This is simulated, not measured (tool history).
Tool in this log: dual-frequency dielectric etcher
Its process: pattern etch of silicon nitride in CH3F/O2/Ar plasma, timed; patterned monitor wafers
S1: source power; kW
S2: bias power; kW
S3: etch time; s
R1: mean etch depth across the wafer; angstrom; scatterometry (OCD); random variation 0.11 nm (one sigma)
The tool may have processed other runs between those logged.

run	hour	S1	S2	S3	R1
1	0	0.29	0.084	26	169.93
2	8	0.25	0.084	26	157.12
3	10.2	0.26	0.085	26	161.68
4	10.8	0.26	0.085	24	150.29
5	12	0.26	0.092	24	152.45
6	18.8	0.23	0.092	24	144.12
7	19.7	0.25	0.093	24	149.8
8	24	0.27	0.094	24	155.79
9	31.2	0.27	0.094	24	155.65
10	34.7	0.28	0.095	24	160.18
11	38.8	0.29	0.096	24	163.29
12	46.8	0.3	0.097	24	165.88
13	49.1	0.31	0.098	24	169.08
14	51.2	0.32	0.099	24	172.44
15	52.3	0.33	0.1	24	173.47
16	54	0.34	0.101	24	178.46

For run 17, what comes out?
17	59.5	0.35	0.101	24	?

{"run 17": {"R1": 178.33}}
